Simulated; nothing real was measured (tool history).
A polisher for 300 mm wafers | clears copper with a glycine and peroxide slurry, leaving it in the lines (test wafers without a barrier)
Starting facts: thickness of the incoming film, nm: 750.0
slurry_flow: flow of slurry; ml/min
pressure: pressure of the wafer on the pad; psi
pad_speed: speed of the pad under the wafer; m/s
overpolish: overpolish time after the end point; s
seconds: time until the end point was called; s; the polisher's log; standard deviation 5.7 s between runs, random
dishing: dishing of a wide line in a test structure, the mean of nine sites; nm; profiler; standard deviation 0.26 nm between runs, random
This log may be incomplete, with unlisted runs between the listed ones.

run,hour,slurry_flow,pressure,pad_speed,overpolish,seconds,dishing
1,0,290,3,0.96,17,179.12,54.358
2,3.6,225,3,0.96,17,175.85,51.685
3,11.6,225,3,0.96,23,177.39,68.867
4,17.9,225,3.3,0.96,23,163.25,73.921
5,19.2,225,2.9,0.96,23,183.75,66.46
6,28,225,2.9,1.08,23,163.59,70.884
7,31.5,220,2.8,1.02,21,177.43,61.811

Forecast run 8:
8,38,220,2.7,0.96,20,?,?

Run 8 yielded seconds 195.32 s, dishing 54.961 nm.

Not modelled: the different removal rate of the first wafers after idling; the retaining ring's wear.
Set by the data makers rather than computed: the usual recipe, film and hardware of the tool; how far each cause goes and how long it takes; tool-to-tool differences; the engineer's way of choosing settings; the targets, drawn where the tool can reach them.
